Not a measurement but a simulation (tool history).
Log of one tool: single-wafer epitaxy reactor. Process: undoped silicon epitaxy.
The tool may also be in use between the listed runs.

run    day  wafer temperature setpoint (pyrometer-controlled) (K)  deposition time (s)  mean film thickness on the monitor wafer (angstrom)
  1  0.000                                                 903.15                  233                                               269.13
  2  0.221                                                 895.15                  233                                               219.19
  3  0.546                                                 895.15                  221                                               207.59
  4  0.800                                                 902.15                  222                                               250.43
  5  1.042                                                 907.15                  222                                               285.70
  6  1.233                                                 898.15                  222                                               226.71
     1.475  -- pyrometer calibrated
  7  1.475                                                 904.15                  223                                               236.15
  8  1.538                                                 909.15                  233                                               278.36
  9  1.688                                                 913.15                  250                                               332.12
 10  1.983                                                 916.15                  251                                               357.43
 11  2.112                                                 918.15                  251                                               377.80
 12  2.183                                                 918.15                  251                                               377.14

Forecast run 13:
 13  2.496                                                 920.15                  251                                                    ?

Run 13 gave mean film thickness on the monitor wafer (angstrom) 397.64.

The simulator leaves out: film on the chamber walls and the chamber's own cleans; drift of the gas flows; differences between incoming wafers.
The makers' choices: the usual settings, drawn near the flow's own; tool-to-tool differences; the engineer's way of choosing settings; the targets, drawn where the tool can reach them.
